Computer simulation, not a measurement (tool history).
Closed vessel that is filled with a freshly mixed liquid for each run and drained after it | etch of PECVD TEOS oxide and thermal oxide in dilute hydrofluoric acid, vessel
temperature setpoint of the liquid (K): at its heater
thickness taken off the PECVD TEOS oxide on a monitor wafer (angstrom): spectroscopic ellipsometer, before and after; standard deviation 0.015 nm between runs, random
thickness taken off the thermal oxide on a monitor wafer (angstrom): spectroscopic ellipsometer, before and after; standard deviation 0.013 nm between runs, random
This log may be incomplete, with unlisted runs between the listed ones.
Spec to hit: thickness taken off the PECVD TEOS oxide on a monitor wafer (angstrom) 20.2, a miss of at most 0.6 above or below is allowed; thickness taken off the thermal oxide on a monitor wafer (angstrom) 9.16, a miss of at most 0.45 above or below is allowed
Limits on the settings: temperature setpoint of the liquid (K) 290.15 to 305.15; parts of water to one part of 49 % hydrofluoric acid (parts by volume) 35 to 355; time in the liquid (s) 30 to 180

| run | hour | temperature setpoint of the liquid (K) | parts of water to one part of 49 % hydrofluoric acid (parts by volume) | time in the liquid (s) | thickness taken off the PECVD TEOS oxide on a monitor wafer (angstrom) | thickness taken off the thermal oxide on a monitor wafer (angstrom) |
|---|---|---|---|---|---|---|
| 1 | 0 | 297.15 | 195 | 90 | 37.57 | 17.2 |
| 2 | 5.6 | 295.15 | 215 | 90 | 31.771 | 14.299 |
| 3 | 13.5 | 292.65 | 215 | 90 | 28.321 | 12.508 |
| 4 | 15.6 | 292.15 | 230 | 90 | 25.587 | 11.707 |
| 5 | 23.1 | 293.65 | 230 | 90 | 27.561 | 12.056 |
| 6 | 29.9 | 293.65 | 270 | 90 | 22.321 | 10.282 |
| 7 | 32.6 | 292.65 | 270 | 90 | 21.694 | 9.5876 |
| 8 | 35.4 | 292.15 | 270 | 90 | 20.989 | 9.6413 |

Which single option among these 4 for the next run brings every result within its allowed miss of target? Just one does.
| A | 38.2 | 293.65 | 250 | 80 | ? | ? |
| B | 38.2 | 297.15 | 255 | 60 | ? | ? |
| C | 38.2 | 292.15 | 185 | 50 | ? | ? |
| D | 38.2 | 290.65 | 205 | 65 | ? | ? |

| move | thickness taken off the PECVD TEOS oxide on a monitor wafer (angstrom) | thickness taken off the thermal oxide on a monitor wafer (angstrom) |
|---|---|---|
| A | 21.704 | 10.204 |
| B | 18.045 | 8.4833 |
| C | 18.42 | 8.6595 |
| D | 19.985 | 9.3953 |
A: its largest miss is bigger than the last run's
B: pushes the last run's worst result past its target
C: pushes the last run's worst result past its target
D: every result within its allowed miss
Go with D: it meets all targets.
